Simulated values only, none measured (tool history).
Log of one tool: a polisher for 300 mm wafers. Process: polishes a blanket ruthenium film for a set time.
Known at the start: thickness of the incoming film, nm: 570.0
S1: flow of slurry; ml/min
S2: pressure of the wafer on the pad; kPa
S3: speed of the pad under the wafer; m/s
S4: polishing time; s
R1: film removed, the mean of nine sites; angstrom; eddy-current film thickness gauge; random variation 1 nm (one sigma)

run  hour   S1    S2    S3  S4      R1
  1     0  215   9.7  1.08  92  710.38
  2   5.3  215  10.3  1.08  92   750.2
  3  12.8  215    11  1.08  92  791.52
  4  15.5  215    11  1.08  92  788.11
  5  21.8  215  11.7  1.08  92  836.71
  6    29  215  11.7  1.36  92  1047.5
  7    38  215    11  1.36  92   990.7

The next listed run, before its measurement:
  8  44.3  215  10.3  1.36  92   ?

R1: 922.4 angstrom
